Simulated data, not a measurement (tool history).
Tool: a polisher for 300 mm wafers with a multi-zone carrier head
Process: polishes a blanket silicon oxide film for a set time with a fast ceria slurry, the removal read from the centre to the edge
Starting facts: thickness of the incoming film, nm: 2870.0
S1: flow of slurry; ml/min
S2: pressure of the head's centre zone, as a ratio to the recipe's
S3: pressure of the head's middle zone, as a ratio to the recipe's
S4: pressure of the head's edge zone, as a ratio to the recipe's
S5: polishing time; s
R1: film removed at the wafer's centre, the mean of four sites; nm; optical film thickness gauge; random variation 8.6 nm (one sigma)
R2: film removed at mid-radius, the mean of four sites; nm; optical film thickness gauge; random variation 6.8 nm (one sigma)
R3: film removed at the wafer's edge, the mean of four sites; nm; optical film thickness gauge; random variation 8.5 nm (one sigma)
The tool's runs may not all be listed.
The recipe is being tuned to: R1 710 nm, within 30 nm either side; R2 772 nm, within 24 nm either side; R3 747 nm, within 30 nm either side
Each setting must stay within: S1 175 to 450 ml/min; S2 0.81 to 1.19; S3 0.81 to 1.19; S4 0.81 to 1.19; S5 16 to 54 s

run  hour   S1    S2    S3    S4  S5      R1      R2      R3
  1     0  290     1     1     1  35  584.94  564.17  569.93
  2   4.5  295     1  1.03  1.03  37  605.48  619.23  617.63
  3   5.7  300  1.02  1.06  1.06  38  642.05  644.12  629.34
  4   8.4  300  1.02  1.06  1.06  42  702.75  702.68  692.23
  5  12.4  300  1.05  1.06  1.06  42  728.14  705.02   680.4
  6  18.1  300  1.05  1.06  1.06  49  836.81  842.13  793.54
  7  24.7  295  1.03  1.05  1.04  48  813.68  802.98  798.18
  8  25.3  295  1.02  1.07  1.04  47  782.77  795.76  754.84
  9  32.3  290     1  1.07  1.04  47  756.92  796.96  764.62
 10  39.8  285  0.99  1.07  1.03  47   750.2   798.3  764.01
 11  46.6  280  0.98  1.07  1.02  47  755.83  792.71  767.51

5 candidate next runs follow, results not yet known. Just one meets every target within its allowed miss. Identify it.
  A  53.4  245  0.93  0.97  1.17  49   ?   ?   ?
  B  53.4  255  1.12  1.04  0.97  46   ?   ?   ?
  C  53.4  255   1.1  1.01  1.06  47   ?   ?   ?
  D  53.4  235  0.98   1.1  1.07  46   ?   ?   ?
  E  53.4  300  1.05     1  1.03  47   ?   ?   ?

move      R1      R2      R3
   A  731.23  767.14  826.58
   B  827.56  752.17  715.45
   C  830.71  755.92  760.24
   D  718.08  768.78  740.52
   E  810.71  766.27  761.41
A: the furthest-off result lands on target, but another misses its tolerance
B: further off than the last run
C: further off than the last run
D: hits every target within its allowed miss
E: further off than the last run
Move D is the one to make.
